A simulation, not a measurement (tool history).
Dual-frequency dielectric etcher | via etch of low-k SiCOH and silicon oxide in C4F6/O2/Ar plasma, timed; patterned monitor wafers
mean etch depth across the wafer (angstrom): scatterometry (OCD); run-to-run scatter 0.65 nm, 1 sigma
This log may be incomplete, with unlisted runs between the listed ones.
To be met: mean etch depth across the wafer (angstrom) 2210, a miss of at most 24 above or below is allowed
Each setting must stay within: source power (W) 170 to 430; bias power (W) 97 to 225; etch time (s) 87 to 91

| run | hour | source power (W) | bias power (W) | etch time (s) | mean etch depth across the wafer (angstrom) |
|---|---|---|---|---|---|
| 1 | 0 | 300 | 161 | 87 | 1800.8 |
| 2 | 7.3 | 340 | 167 | 87 | 1928.5 |
| 3 | 15.1 | 340 | 152 | 87 | 1860.2 |
| 4 | 22.7 | 340 | 152 | 91 | 1950.2 |
| 5 | 31.6 | 360 | 152 | 91 | 1999.3 |
| 6 | 36.1 | 320 | 152 | 91 | 1886 |
|  | 45.1 | source power generator calibrated |
| 7 | 45.1 | 350 | 153 | 91 | 2010.3 |
| 8 | 49.6 | 370 | 153 | 91 | 2048.5 |
| 9 | 53.3 | 390 | 153 | 91 | 2112.8 |
| 10 | 54.2 | 400 | 153 | 91 | 2146.8 |
| 11 | 54.8 | 410 | 153 | 91 | 2156.2 |
| 12 | 61.6 | 420 | 153 | 91 | 2183.2 |

Which of these 5 next moves meets every target?
| A | 68.4 | 430 | 153 | 91 | ? |
| B | 68.4 | 410 | 153 | 90.5 | ? |
| C | 68.4 | 400 | 175 | 88 | ? |
| D | 68.4 | 420 | 160 | 88.5 | ? |
| E | 68.4 | 420 | 156 | 88 | ? |

| move | mean etch depth across the wafer (angstrom) |
|---|---|
| A | 2216.5 |
| B | 2158.5 |
| C | 2180.8 |
| D | 2168.4 |
| E | 2136.3 |
A: hits every target within its allowed miss
B: misses by more than the last run did
C: misses by more than the last run did
D: misses by more than the last run did
E: misses by more than the last run did
Move A is the one to make.
